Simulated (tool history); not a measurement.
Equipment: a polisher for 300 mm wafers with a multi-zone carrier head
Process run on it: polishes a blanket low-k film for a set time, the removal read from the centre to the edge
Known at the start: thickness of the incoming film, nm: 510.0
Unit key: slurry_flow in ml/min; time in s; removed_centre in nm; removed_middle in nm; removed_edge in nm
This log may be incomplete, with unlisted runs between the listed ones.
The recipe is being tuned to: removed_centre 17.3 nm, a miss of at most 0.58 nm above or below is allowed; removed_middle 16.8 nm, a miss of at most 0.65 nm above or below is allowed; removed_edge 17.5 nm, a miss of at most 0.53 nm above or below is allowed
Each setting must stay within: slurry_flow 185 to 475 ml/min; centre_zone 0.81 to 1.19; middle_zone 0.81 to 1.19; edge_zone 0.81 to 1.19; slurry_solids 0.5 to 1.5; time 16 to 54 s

Run 1, hour 0: slurry_flow 305 ml/min, centre_zone 1, middle_zone 1, edge_zone 1, slurry_solids 1, time 35 s. Result: removed_centre 11.242 nm, removed_middle 11.448 nm, removed_edge 11.124 nm.
Run 2, hour 5.1: slurry_flow 305 ml/min, centre_zone 1.06, middle_zone 1, edge_zone 1, slurry_solids 1, time 35 s. Result: removed_centre 11.855 nm, removed_middle 11.367 nm, removed_edge 11.211 nm.
Run 3, hour 7.1: slurry_flow 305 ml/min, centre_zone 1.06, middle_zone 1.01, edge_zone 1.03, slurry_solids 1.1, time 36 s. Result: removed_centre 12.801 nm, removed_middle 12.694 nm, removed_edge 12.257 nm.
Run 4, hour 7.9: slurry_flow 245 ml/min, centre_zone 1.06, middle_zone 1.01, edge_zone 1.03, slurry_solids 1.1, time 36 s. Result: removed_centre 12.462 nm, removed_middle 12.343 nm, removed_edge 11.86 nm.
Run 5, hour 12.9: slurry_flow 245 ml/min, centre_zone 1, middle_zone 1.01, edge_zone 1.03, slurry_solids 1.1, time 36 s. Result: removed_centre 11.845 nm, removed_middle 12.178 nm, removed_edge 11.962 nm.
Run 6, hour 15.6: slurry_flow 260 ml/min, centre_zone 1.02, middle_zone 1, edge_zone 1.06, slurry_solids 1.15, time 36 s. Result: removed_centre 12.348 nm, removed_middle 12.356 nm, removed_edge 12.383 nm.
Run 7, hour 22.1: slurry_flow 275 ml/min, centre_zone 1.03, middle_zone 1, edge_zone 1.08, slurry_solids 1.2, time 37 s. Result: removed_centre 12.988 nm, removed_middle 12.856 nm, removed_edge 13.3 nm.
Run 8, hour 24.1: slurry_flow 285 ml/min, centre_zone 1.05, middle_zone 1.01, edge_zone 1.1, slurry_solids 1.25, time 37 s. Result: removed_centre 13.868 nm, removed_middle 13.534 nm, removed_edge 13.828 nm.
Run 9, hour 24.7: slurry_flow 300 ml/min, centre_zone 1.05, middle_zone 1.02, edge_zone 1.12, slurry_solids 1.3, time 37 s. Result: removed_centre 14.219 nm, removed_middle 13.576 nm, removed_edge 13.969 nm.
Run 10, hour 27.7: slurry_flow 300 ml/min, centre_zone 1.05, middle_zone 1.02, edge_zone 1.12, slurry_solids 1.35, time 38 s. Result: removed_centre 14.464 nm, removed_middle 14.29 nm, removed_edge 14.634 nm.
Run 11, hour 34.6: slurry_flow 300 ml/min, centre_zone 1.06, middle_zone 1.02, edge_zone 1.13, slurry_solids 1.4, time 39 s. Result: removed_centre 15.047 nm, removed_middle 15.07 nm, removed_edge 15.373 nm.
Run 12, hour 36.2: slurry_flow 330 ml/min, centre_zone 1.12, middle_zone 1.01, edge_zone 1.19, slurry_solids 1.5, time 42 s. Result: removed_centre 18.283 nm, removed_middle 16.664 nm, removed_edge 17.544 nm.
Run 13, hour 39.9: slurry_flow 330 ml/min, centre_zone 1.11, middle_zone 1.01, edge_zone 1.19, slurry_solids 1.5, time 42 s. Result: removed_centre 17.949 nm, removed_middle 16.853 nm, removed_edge 17.477 nm.
Run 14, hour 47.3: slurry_flow 330 ml/min, centre_zone 1.1, middle_zone 1.01, edge_zone 1.19, slurry_solids 1.5, time 42 s. Result: removed_centre 17.832 nm, removed_middle 16.872 nm, removed_edge 17.553 nm.

Exactly one of the 5 candidate moves below puts every result within its allowed miss. Which one?
Run A, hour 54.7: slurry_flow 315 ml/min, centre_zone 1.05, middle_zone 1.1, edge_zone 1.12, slurry_solids 1.5, time 45 s. Result: removed_centre ?, removed_middle ?, removed_edge ?.
Run B, hour 54.7: slurry_flow 415 ml/min, centre_zone 1.15, middle_zone 0.96, edge_zone 1.13, slurry_solids 1.45, time 42 s. Result: removed_centre ?, removed_middle ?, removed_edge ?.
Run C, hour 54.7: slurry_flow 420 ml/min, centre_zone 1.06, middle_zone 1.01, edge_zone 1.18, slurry_solids 1.45, time 42 s. Result: removed_centre ?, removed_middle ?, removed_edge ?.
Run D, hour 54.7: slurry_flow 305 ml/min, centre_zone 1.11, middle_zone 1.06, edge_zone 1.17, slurry_solids 1.5, time 43 s. Result: removed_centre ?, removed_middle ?, removed_edge ?.
Run E, hour 54.7: slurry_flow 270 ml/min, centre_zone 1.18, middle_zone 1, edge_zone 1.19, slurry_solids 1.5, time 42 s. Result: removed_centre ?, removed_middle ?, removed_edge ?.

move  removed_centre  removed_middle  removed_edge
   A          18.295          18.613        18.081
   B          18.957           16.19         17.07
   C          17.484          16.699        17.461
   D          18.417          17.326        17.632
   E          18.836          16.116        17.204
A: moves away from the targets compared with the last run
B: moves away from the targets compared with the last run
C: all results land within tolerance of their targets
D: moves away from the targets compared with the last run
E: moves away from the targets compared with the last run
Answer: C
